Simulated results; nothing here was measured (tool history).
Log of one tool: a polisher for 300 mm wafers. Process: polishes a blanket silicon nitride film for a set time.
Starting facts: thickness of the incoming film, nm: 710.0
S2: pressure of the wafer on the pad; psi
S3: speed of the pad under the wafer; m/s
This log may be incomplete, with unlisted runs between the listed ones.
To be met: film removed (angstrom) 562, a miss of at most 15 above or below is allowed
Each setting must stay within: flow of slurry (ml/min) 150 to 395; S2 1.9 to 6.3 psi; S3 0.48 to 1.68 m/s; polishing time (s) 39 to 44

run 1 hour=0 | flow_of_slurry_(ml/min)=250 S2=4.1 S3=1.08 polishing_time_(s)=44 | film_removed_(angstrom)=829.28
run 2 hour=6.5 | flow_of_slurry_(ml/min)=250 S2=3.6 S3=1.08 polishing_time_(s)=44 | film_removed_(angstrom)=735.85
run 3 hour=10 | flow_of_slurry_(ml/min)=245 S2=3.4 S3=1.08 polishing_time_(s)=44 | film_removed_(angstrom)=719.72
run 4 hour=16.9 | flow_of_slurry_(ml/min)=280 S2=3.4 S3=1.08 polishing_time_(s)=44 | film_removed_(angstrom)=736.14
run 5 hour=19.8 | flow_of_slurry_(ml/min)=265 S2=3.2 S3=1.08 polishing_time_(s)=44 | film_removed_(angstrom)=695.35
run 6 hour=23 | flow_of_slurry_(ml/min)=265 S2=3.2 S3=0.88 polishing_time_(s)=44 | film_removed_(angstrom)=600.38
run 7 hour=29.3 | flow_of_slurry_(ml/min)=255 S2=3.2 S3=0.88 polishing_time_(s)=44 | film_removed_(angstrom)=585.61
-- hour=34.5 head pressure recalibrated
run 8 hour=34.5 | flow_of_slurry_(ml/min)=250 S2=3.2 S3=0.88 polishing_time_(s)=44 | film_removed_(angstrom)=627.06
run 9 hour=43.1 | flow_of_slurry_(ml/min)=250 S2=3.2 S3=0.88 polishing_time_(s)=44 | film_removed_(angstrom)=632.01
run 10 hour=44.1 | flow_of_slurry_(ml/min)=255 S2=3.1 S3=0.88 polishing_time_(s)=44 | film_removed_(angstrom)=625.77
run 11 hour=49.7 | flow_of_slurry_(ml/min)=255 S2=3 S3=0.88 polishing_time_(s)=44 | film_removed_(angstrom)=609.82

Which one of the following 5 next-run settings gets every result inside its allowed miss? There is exactly one.
run A hour=55.3 | flow_of_slurry_(ml/min)=270 S2=3.5 S3=0.98 polishing_time_(s)=39 | film_removed_(angstrom)=?
run B hour=55.3 | flow_of_slurry_(ml/min)=295 S2=3 S3=0.92 polishing_time_(s)=39 | film_removed_(angstrom)=?
run C hour=55.3 | flow_of_slurry_(ml/min)=280 S2=3.1 S3=1.02 polishing_time_(s)=44 | film_removed_(angstrom)=?
run D hour=55.3 | flow_of_slurry_(ml/min)=215 S2=3.2 S3=0.86 polishing_time_(s)=44 | film_removed_(angstrom)=?
run E hour=55.3 | flow_of_slurry_(ml/min)=245 S2=3 S3=0.96 polishing_time_(s)=41 | film_removed_(angstrom)=?

move=A film_removed_(angstrom)=653.01
move=B film_removed_(angstrom)=563.95
move=C film_removed_(angstrom)=702.94
move=D film_removed_(angstrom)=610.35
move=E film_removed_(angstrom)=603.08
A: further off than the last run
B: every result within its allowed miss
C: further off than the last run
D: as far off as the last run
E: better than the last run, though not everything is in spec
So the answer is move B, the one that meets all the targets.
